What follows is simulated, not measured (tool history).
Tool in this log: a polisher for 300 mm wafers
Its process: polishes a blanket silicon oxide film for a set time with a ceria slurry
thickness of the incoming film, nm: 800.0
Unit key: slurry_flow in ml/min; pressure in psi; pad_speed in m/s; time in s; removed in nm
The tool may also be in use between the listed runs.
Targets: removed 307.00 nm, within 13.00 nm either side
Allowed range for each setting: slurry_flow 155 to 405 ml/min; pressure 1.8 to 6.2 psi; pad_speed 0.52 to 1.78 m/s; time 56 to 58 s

run,day,slurry_flow,pressure,pad_speed,time,removed
1,0.000,260,4.0,1.14,56,405.13
2,0.188,260,3.7,1.14,56,392.56
3,0.292,235,3.7,1.14,56,380.79
4,0.458,235,3.7,1.14,58,396.53
5,0.658,235,3.3,1.14,58,362.34
6,0.704,235,3.3,1.14,56,356.64
7,0.950,235,3.1,1.14,56,343.19
8,1.238,235,2.9,1.14,56,325.57

Exercise: of the 5 proposed moves below, exactly one satisfies all targets within the stated allowed misses. Which move is it?
A,1.525,315,2.7,1.28,56,?
B,1.525,235,3.0,1.14,56,?
C,1.525,245,2.7,1.06,58,?
D,1.525,155,3.0,1.16,58,?
E,1.525,250,4.7,0.86,56,?

move,removed
A,348.38
B,329.49
C,299.36
D,333.90
E,358.32
A: misses by more than the last run did
B: misses by more than the last run did
C: meets every target
D: misses by more than the last run did
E: misses by more than the last run did
C is the move that brings every result within its allowed miss.
